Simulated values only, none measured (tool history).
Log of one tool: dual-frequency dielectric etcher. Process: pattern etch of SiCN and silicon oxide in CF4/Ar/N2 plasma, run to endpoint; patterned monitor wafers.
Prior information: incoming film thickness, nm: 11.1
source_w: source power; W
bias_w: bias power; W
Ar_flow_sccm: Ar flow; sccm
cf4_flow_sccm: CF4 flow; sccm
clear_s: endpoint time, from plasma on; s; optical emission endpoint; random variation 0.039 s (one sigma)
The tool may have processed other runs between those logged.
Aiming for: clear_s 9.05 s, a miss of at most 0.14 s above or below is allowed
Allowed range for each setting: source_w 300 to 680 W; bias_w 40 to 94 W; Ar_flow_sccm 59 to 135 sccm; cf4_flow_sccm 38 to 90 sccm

Run 1, hour 0: source_w 490 W, bias_w 67 W, Ar_flow_sccm 97 sccm, cf4_flow_sccm 64 sccm. Result: clear_s 12.399 s.
Run 2, hour 6.3: source_w 490 W, bias_w 67 W, Ar_flow_sccm 97 sccm, cf4_flow_sccm 69 sccm. Result: clear_s 12.277 s.
Run 3, hour 7.9: source_w 520 W, bias_w 67 W, Ar_flow_sccm 97 sccm, cf4_flow_sccm 69 sccm. Result: clear_s 11.596 s.
Run 4, hour 12.4: source_w 470 W, bias_w 67 W, Ar_flow_sccm 97 sccm, cf4_flow_sccm 69 sccm. Result: clear_s 12.911 s.
Run 5, hour 19.8: source_w 470 W, bias_w 62 W, Ar_flow_sccm 97 sccm, cf4_flow_sccm 69 sccm. Result: clear_s 12.984 s.
Run 6, hour 28.3: source_w 470 W, bias_w 62 W, Ar_flow_sccm 97 sccm, cf4_flow_sccm 75 sccm. Result: clear_s 12.807 s.
Run 7, hour 36.8: source_w 500 W, bias_w 62 W, Ar_flow_sccm 97 sccm, cf4_flow_sccm 75 sccm. Result: clear_s 12.116 s.
Run 8, hour 38.6: source_w 520 W, bias_w 62 W, Ar_flow_sccm 97 sccm, cf4_flow_sccm 75 sccm. Result: clear_s 11.654 s.
Run 9, hour 42.9: source_w 540 W, bias_w 62 W, Ar_flow_sccm 97 sccm, cf4_flow_sccm 75 sccm. Result: clear_s 11.253 s.
Run 10, hour 43.8: source_w 640 W, bias_w 63 W, Ar_flow_sccm 97 sccm, cf4_flow_sccm 75 sccm. Result: clear_s 9.49 s.
Run 11, hour 49: source_w 660 W, bias_w 63 W, Ar_flow_sccm 97 sccm, cf4_flow_sccm 75 sccm. Result: clear_s 9.2667 s.

Which of these 4 next moves meets every target?
Run A, hour 54.2: source_w 610 W, bias_w 69 W, Ar_flow_sccm 97 sccm, cf4_flow_sccm 88 sccm. Result: clear_s ?.
Run B, hour 54.2: source_w 630 W, bias_w 68 W, Ar_flow_sccm 85 sccm, cf4_flow_sccm 78 sccm. Result: clear_s ?.
Run C, hour 54.2: source_w 650 W, bias_w 71 W, Ar_flow_sccm 96 sccm, cf4_flow_sccm 81 sccm. Result: clear_s ?.
Run D, hour 54.2: source_w 630 W, bias_w 67 W, Ar_flow_sccm 100 sccm, cf4_flow_sccm 70 sccm. Result: clear_s ?.

move  clear_s
   A   9.6097
   B   9.2922
   C   9.0689
   D   9.7002
A: moves away from the targets compared with the last run
B: moves away from the targets compared with the last run
C: each result inside its tolerance
D: moves away from the targets compared with the last run
So the answer is move C, the one that meets all the targets.
